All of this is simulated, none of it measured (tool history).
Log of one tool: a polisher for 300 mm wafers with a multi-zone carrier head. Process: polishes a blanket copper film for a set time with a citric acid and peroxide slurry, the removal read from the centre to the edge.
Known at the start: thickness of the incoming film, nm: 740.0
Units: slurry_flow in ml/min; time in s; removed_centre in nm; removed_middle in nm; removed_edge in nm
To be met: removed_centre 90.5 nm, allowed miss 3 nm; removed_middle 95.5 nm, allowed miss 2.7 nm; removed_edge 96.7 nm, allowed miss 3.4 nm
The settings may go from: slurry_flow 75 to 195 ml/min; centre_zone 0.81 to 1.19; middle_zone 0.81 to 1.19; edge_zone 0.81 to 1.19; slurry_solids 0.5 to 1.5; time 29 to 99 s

run  hour  slurry_flow  centre_zone  middle_zone  edge_zone  slurry_solids  time  removed_centre  removed_middle  removed_edge
  1     0          125            1            1          1              1    64          83.238          83.344        80.021
  2   1.9          125         1.03            1          1              1    64          84.485          82.638        80.458
  3   9.9          125         1.03         1.04          1              1    64          85.588          85.521        82.073
  4  18.2          125         1.03         0.98          1              1    64          85.455          82.209        82.621
  5  20.1          135         1.01         0.99       1.04           1.05    64          86.252          85.464        84.162
  6  28.3          135         1.01          0.9       1.04           1.05    64          87.202          79.429        84.312
  7  36.8          145         0.99         0.92       1.07            1.1    64          86.712          84.169        88.182
     37.5  -- edge zone pressure recalibrated
  8  37.5          155         0.98         0.93       1.08            1.1    64          87.106          85.692        93.496
  9  41.2          160         0.98         0.95       1.07            1.1    64          88.188          86.274        91.746
 10  45.5          165         0.98         0.97       1.07            1.1    64          89.958          88.202        92.494
 11  49.6          170         0.97         0.99       1.07            1.1    64          86.284          90.821        91.664
 12  56.1          175         0.97         0.99       1.08            1.1    64          87.518          89.807        94.499

Which of these 5 next moves meets every target?
  A  62.6          125         0.89         1.19       0.93            1.2    68               ?               ?             ?
  B  62.6          160         0.96         1.02       1.08           1.15    67               ?               ?             ?
  C  62.6          175         0.89         1.06       1.04            1.1    66               ?               ?             ?
  D  62.6          145         0.87         1.06       1.08            1.2    67               ?               ?             ?
  E  62.6          155         0.91         1.08       1.02            1.1    67               ?               ?             ?

move  removed_centre  removed_middle  removed_edge
   A          82.301          101.87        88.929
   B          92.119          96.054         97.18
   C          84.832          97.389        94.155
   D          82.336          97.141        96.632
   E          85.899          97.699        93.124
A: takes the result that was furthest off past its target
B: meets every target
C: brings the result that was furthest off to its target, and leaves another outside
D: brings the result that was furthest off to its target, and leaves another outside
E: brings the result that was furthest off to its target, and leaves another outside
Answer: B

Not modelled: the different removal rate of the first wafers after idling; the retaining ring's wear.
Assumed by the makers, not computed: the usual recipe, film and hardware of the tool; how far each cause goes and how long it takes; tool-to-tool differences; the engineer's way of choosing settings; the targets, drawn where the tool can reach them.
